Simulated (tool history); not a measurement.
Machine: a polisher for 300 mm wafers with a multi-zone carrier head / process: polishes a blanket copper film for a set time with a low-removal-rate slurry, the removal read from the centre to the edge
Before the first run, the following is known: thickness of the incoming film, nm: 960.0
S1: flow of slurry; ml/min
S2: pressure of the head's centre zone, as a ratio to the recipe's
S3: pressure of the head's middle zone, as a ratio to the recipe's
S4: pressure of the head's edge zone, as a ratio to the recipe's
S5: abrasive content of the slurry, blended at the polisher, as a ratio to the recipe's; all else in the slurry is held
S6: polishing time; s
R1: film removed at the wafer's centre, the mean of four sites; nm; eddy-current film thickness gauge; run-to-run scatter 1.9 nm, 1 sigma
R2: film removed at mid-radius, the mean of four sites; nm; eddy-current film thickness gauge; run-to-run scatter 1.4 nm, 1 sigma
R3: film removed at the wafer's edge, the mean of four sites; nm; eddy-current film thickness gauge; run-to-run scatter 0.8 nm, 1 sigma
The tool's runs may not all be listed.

run,hour,S1,S2,S3,S4,S5,S6,R1,R2,R3
1,0.0,285,1.00,1.00,1.00,1.00,46,136.28,140.83,143.02
2,8.3,285,1.00,1.00,1.00,0.80,46,127.96,134.31,134.40
3,11.6,285,1.00,1.00,1.00,0.80,55,155.09,160.07,161.06
4,15.1,285,0.94,1.00,1.00,0.80,55,147.42,165.76,157.66
5,23.1,285,0.95,0.99,0.97,0.75,54,139.96,155.08,151.42
6,31.2,290,0.98,1.00,0.95,0.70,53,140.42,151.56,145.38
7,39.5,290,1.00,1.00,0.93,0.65,52,137.56,144.94,138.32
8,41.7,290,1.01,0.99,0.91,0.65,52,141.65,145.42,138.19

Run 9, settings as shown, results not yet in. Your forecast:
9,46.6,285,1.01,0.98,0.90,0.65,52,?,?,?

R1: 140.62 nm
R2: 142.23 nm
R3: 137.34 nm

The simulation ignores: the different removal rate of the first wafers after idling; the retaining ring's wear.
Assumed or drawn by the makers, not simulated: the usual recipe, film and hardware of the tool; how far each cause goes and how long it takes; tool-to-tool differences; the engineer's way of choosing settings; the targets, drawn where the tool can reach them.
